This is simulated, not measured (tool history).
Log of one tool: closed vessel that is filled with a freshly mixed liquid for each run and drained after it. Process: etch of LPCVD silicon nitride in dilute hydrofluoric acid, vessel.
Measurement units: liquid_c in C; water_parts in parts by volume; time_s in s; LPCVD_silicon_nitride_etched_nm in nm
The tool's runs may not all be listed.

| run | hour | liquid_c | water_parts | time_s | LPCVD_silicon_nitride_etched_nm |
|---|---|---|---|---|---|
| 1 | 0.0 | 25.0 | 220 | 2945 | 7.9684 |
| 2 | 8.8 | 23.5 | 225 | 2945 | 7.1386 |
| 3 | 11.3 | 25.5 | 225 | 2945 | 8.0311 |
| 4 | 18.0 | 25.5 | 225 | 2945 | 8.0416 |
| 5 | 20.3 | 23.5 | 230 | 2945 | 7.0012 |
| 6 | 28.0 | 22.0 | 235 | 2945 | 6.1851 |
| 7 | 30.8 | 21.0 | 235 | 2945 | 5.9546 |
| 8 | 36.7 | 21.0 | 235 | 2945 | 5.7820 |
| 9 | 43.3 | 21.0 | 235 | 2945 | 5.7815 |
| 10 | 45.6 | 21.0 | 235 | 2945 | 5.7728 |
| 11 | 46.3 | 20.0 | 235 | 2945 | 5.4486 |
| 12 | 51.7 | 19.5 | 235 | 2945 | 5.2946 |
| 13 | 59.2 | 19.0 | 235 | 2945 | 5.1094 |

Forecast run 14:
| 14 | 67.5 | 18.5 | 235 | 2945 | ? |

Run 14 gave LPCVD_silicon_nitride_etched_nm 4.9436 nm.
